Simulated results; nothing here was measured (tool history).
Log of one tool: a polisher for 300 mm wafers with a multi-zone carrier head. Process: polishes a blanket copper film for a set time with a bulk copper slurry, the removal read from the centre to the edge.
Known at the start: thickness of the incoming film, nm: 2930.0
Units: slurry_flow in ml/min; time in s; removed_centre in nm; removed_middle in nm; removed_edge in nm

run,hour,slurry_flow,centre_zone,middle_zone,edge_zone,slurry_solids,time,removed_centre,removed_middle,removed_edge
1,0,285,1,1,1,1,78,407.76,415.63,399.73
2,3.8,285,0.94,1,1,1,78,377.87,414.15,396.43
3,6.6,285,0.94,1,0.96,1,78,377.56,419.62,393.4
4,7.2,220,0.94,1,0.96,1,78,363.38,401.1,378.75
5,9.2,220,0.94,1,0.96,1,95,440.47,490.92,471.33
# hour 16.9: worn pad replaced by a new one
6,16.9,220,0.94,1.06,0.96,1,95,508.79,574.52,537.27
7,20.8,215,0.94,1.02,0.95,0.95,94,494.84,556.7,522.48

Run 8 comes next. What will it give?
8,24.1,230,0.94,0.99,0.94,1.05,93,?,?,?

{"run 8": {"removed_centre": 498.32, "removed_middle": 556.05, "removed_edge": 523.22}}
